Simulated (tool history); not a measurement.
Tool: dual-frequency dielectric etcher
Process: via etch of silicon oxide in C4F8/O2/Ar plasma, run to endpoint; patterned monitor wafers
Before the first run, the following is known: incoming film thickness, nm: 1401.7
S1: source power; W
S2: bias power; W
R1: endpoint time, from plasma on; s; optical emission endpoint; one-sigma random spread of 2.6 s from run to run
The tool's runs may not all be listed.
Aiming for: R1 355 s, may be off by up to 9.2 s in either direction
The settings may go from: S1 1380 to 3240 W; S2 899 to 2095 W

Run 1, hour 0: S1 2310 W, S2 1497 W. Result: R1 298.99 s.
Run 2, hour 8: S1 2630 W, S2 1497 W. Result: R1 284.6 s.
Run 3, hour 16.3: S1 2430 W, S2 1434 W. Result: R1 298.14 s.
Run 4, hour 24.5: S1 2270 W, S2 1395 W. Result: R1 307.17 s.
Run 5, hour 30.3: S1 2270 W, S2 1568 W. Result: R1 299.07 s.
Run 6, hour 32.7: S1 2120 W, S2 1521 W. Result: R1 312.39 s.
Run 7, hour 35.8: S1 2010 W, S2 1500 W. Result: R1 320.72 s.
Run 8, hour 41.1: S1 1930 W, S2 1484 W. Result: R1 326.9 s.
Run 9, hour 49.5: S1 1860 W, S2 1471 W. Result: R1 330.8 s.
Run 10, hour 54.1: S1 1800 W, S2 1459 W. Result: R1 338.74 s.
Run 11, hour 55.3: S1 1760 W, S2 1453 W. Result: R1 343.43 s.
Run 12, hour 63.9: S1 1740 W, S2 1449 W. Result: R1 341.32 s.
Run 13, hour 72: S1 1710 W, S2 1443 W. Result: R1 351.32 s.

Which of these 5 next moves meets every target?
Run A, hour 80.1: S1 1850 W, S2 1307 W. Result: R1 ?.
Run B, hour 80.1: S1 1580 W, S2 1998 W. Result: R1 ?.
Run C, hour 80.1: S1 1700 W, S2 1654 W. Result: R1 ?.
Run D, hour 80.1: S1 1770 W, S2 1166 W. Result: R1 ?.
Run E, hour 80.1: S1 1760 W, S2 1679 W. Result: R1 ?.

move      R1
   A  341.66
   B  335.02
   C  338.26
   D  355.71
   E  332.16
A: misses by more than the last run did
B: misses by more than the last run did
C: misses by more than the last run did
D: every result lands within tolerance
E: misses by more than the last run did
D meets every target.

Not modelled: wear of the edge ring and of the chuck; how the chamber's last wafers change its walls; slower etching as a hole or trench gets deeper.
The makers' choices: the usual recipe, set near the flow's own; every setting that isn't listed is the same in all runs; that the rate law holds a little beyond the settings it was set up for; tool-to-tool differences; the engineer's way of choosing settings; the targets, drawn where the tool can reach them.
